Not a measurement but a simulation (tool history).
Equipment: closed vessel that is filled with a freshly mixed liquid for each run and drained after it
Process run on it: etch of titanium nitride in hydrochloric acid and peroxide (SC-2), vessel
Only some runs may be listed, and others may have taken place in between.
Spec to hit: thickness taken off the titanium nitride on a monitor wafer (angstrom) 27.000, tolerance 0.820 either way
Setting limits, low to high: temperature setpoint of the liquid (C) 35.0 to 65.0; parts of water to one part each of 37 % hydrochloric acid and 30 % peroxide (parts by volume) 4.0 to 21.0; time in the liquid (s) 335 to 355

run,hour,temperature setpoint of the liquid (C),parts of water to one part each of 37 % hydrochloric acid and 30 % peroxide (parts by volume),time in the liquid (s),thickness taken off the titanium nitride on a monitor wafer (angstrom)
1,0.0,49.0,11.5,335,111.560
2,5.0,45.0,13.5,335,72.952
3,6.6,42.0,14.5,335,56.180
4,14.2,40.0,15.5,335,45.643
5,15.2,38.5,16.0,335,40.519
6,17.1,37.5,16.5,335,36.017
7,25.8,37.0,17.0,335,33.902
8,34.5,37.0,17.0,335,33.773
9,36.4,36.5,17.5,335,31.652
10,37.3,36.0,17.5,335,31.450

Pick the move, out of 5, that brings all results within their allowed miss; only one does.
A,38.2,36.0,20.5,355,?
B,38.2,35.0,19.0,335,?
C,38.2,38.5,16.5,335,?
D,38.2,36.5,16.5,335,?
E,38.2,37.5,17.5,340,?

move,thickness taken off the titanium nitride on a monitor wafer (angstrom)
A,28.253
B,26.552
C,38.847
D,33.627
E,34.809
A: gains on the last run, yet a result remains outside its allowed miss
B: all results in spec
C: misses by more than the last run did
D: misses by more than the last run did
E: misses by more than the last run did
B is the move that brings every result within its allowed miss.
